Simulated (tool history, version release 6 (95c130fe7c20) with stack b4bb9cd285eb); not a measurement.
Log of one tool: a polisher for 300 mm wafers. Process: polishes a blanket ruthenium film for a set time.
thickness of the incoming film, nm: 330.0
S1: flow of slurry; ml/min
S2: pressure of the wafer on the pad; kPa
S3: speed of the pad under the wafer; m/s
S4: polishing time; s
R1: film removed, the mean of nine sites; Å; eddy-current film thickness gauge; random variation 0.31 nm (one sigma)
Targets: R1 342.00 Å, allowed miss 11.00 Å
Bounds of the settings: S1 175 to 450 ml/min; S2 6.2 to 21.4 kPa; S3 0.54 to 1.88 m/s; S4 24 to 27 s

| run | hour | S1 | S2 | S3 | S4 | R1 |
|---|---|---|---|---|---|---|
| 1 | 0.0 | 290 | 13.8 | 1.20 | 27 | 381.43 |
| 2 | 4.9 | 340 | 13.8 | 1.20 | 27 | 389.26 |
| 3 | 11.4 | 380 | 13.8 | 1.20 | 27 | 390.82 |
| 4 | 17.9 | 380 | 13.8 | 1.20 | 27 | 395.40 |
| 5 | 24.0 | 380 | 13.8 | 1.20 | 27 | 387.55 |
| 6 | 31.8 | 380 | 13.8 | 1.20 | 27 | 398.14 |
| 7 | 36.7 | 370 | 13.1 | 1.20 | 27 | 369.97 |
| 8 | 45.1 | 370 | 12.4 | 1.20 | 27 | 353.49 |

Which of these 5 next moves meets every target?
| A | 53.5 | 310 | 15.2 | 1.04 | 27 | ? |
| B | 53.5 | 435 | 13.8 | 1.14 | 24 | ? |
| C | 53.5 | 270 | 15.9 | 1.06 | 25 | ? |
| D | 53.5 | 405 | 13.8 | 1.08 | 27 | ? |
| E | 53.5 | 340 | 13.1 | 1.26 | 26 | ? |

| move | R1 |
|---|---|
| A | 382.36 |
| B | 338.62 |
| C | 371.34 |
| D | 364.42 |
| E | 371.09 |
A: further off than the last run
B: meets every target
C: further off than the last run
D: further off than the last run
E: further off than the last run
Move B is the one to make.
